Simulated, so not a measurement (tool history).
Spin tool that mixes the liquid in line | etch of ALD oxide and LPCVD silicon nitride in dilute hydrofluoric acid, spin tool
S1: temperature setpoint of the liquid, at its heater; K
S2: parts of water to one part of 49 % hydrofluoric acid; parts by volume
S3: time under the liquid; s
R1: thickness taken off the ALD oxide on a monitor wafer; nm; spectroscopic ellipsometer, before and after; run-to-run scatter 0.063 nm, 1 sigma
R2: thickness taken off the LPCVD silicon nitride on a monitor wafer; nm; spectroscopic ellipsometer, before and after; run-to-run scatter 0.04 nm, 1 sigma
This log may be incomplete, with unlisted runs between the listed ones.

run 1 hour=0 | S1=299.15 S2=70 S3=30 | R1=8.1144 R2=0.24702
run 2 hour=6.5 | S1=299.15 S2=70 S3=35 | R1=9.39 R2=0.2984
run 3 hour=13 | S1=300.65 S2=65 S3=35 | R1=10.795 R2=0.31706
run 4 hour=13.8 | S1=301.65 S2=65 S3=35 | R1=11.227 R2=0.3334
run 5 hour=20.2 | S1=302.65 S2=65 S3=35 | R1=11.63 R2=0.31306
run 6 hour=22.1 | S1=305.65 S2=65 S3=35 | R1=13.026 R2=0.41113

What will run 7 give?
run 7 hour=24.9 | S1=305.65 S2=65 S3=35 | R1=? R2=?

{"run 7": {"R1": 13.177, "R2": 0.47576}}

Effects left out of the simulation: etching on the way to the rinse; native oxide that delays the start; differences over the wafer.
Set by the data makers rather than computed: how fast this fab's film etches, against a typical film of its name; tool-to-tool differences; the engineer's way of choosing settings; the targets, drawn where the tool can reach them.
